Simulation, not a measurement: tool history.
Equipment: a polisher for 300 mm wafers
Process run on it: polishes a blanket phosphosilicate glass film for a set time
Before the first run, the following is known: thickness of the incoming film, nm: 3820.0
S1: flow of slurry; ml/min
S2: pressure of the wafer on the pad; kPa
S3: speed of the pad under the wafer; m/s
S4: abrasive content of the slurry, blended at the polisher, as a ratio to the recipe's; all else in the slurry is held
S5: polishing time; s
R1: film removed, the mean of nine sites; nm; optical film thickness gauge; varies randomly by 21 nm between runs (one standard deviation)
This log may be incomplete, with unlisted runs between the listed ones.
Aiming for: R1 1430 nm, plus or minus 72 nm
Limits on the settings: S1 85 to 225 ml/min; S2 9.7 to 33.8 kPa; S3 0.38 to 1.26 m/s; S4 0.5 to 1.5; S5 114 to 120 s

run 1 hour=0 | S1=145 S2=21.4 S3=0.82 S4=1 S5=114 | R1=898.3
run 2 hour=3.8 | S1=145 S2=23.4 S3=0.82 S4=1 S5=114 | R1=948.11
run 3 hour=11.7 | S1=145 S2=25.5 S3=0.84 S4=1 S5=114 | R1=1042.4
run 4 hour=15.4 | S1=145 S2=25.5 S3=0.84 S4=1 S5=114 | R1=1028.9
run 5 hour=22.1 | S1=145 S2=25.5 S3=0.84 S4=1.1 S5=114 | R1=1068.2
run 6 hour=24.9 | S1=145 S2=25.5 S3=0.84 S4=1 S5=114 | R1=1019.7
run 7 hour=29.9 | S1=145 S2=27.6 S3=0.86 S4=1 S5=114 | R1=1099.6
run 8 hour=37.7 | S1=145 S2=29 S3=0.88 S4=1 S5=114 | R1=1182.8
run 9 hour=43.8 | S1=145 S2=30.3 S3=0.88 S4=1 S5=114 | R1=1256.9
run 10 hour=51.5 | S1=145 S2=31 S3=0.88 S4=1 S5=114 | R1=1239.8
run 11 hour=60 | S1=145 S2=31.7 S3=0.9 S4=1 S5=114 | R1=1287.9
run 12 hour=62.5 | S1=145 S2=32.4 S3=0.92 S4=1 S5=114 | R1=1345.9

Exactly one of the 5 candidate moves below puts every result within its allowed miss. Which one?
run A hour=65 | S1=145 S2=29.6 S3=0.84 S4=1.2 S5=114 | R1=?
run B hour=65 | S1=120 S2=33.8 S3=0.96 S4=0.85 S5=117 | R1=?
run C hour=65 | S1=120 S2=33.1 S3=0.86 S4=1.05 S5=114 | R1=?
run D hour=65 | S1=160 S2=32.4 S3=0.9 S4=1.1 S5=117 | R1=?
run E hour=65 | S1=140 S2=33.8 S3=0.86 S4=0.9 S5=114 | R1=?

move=A R1=1283.9
move=B R1=1287.5
move=C R1=1290.9
move=D R1=1441.4
move=E R1=1252.2
A: misses by more than the last run did
B: misses by more than the last run did
C: misses by more than the last run did
D: each result inside its tolerance
E: misses by more than the last run did
Go with D: it meets all targets.

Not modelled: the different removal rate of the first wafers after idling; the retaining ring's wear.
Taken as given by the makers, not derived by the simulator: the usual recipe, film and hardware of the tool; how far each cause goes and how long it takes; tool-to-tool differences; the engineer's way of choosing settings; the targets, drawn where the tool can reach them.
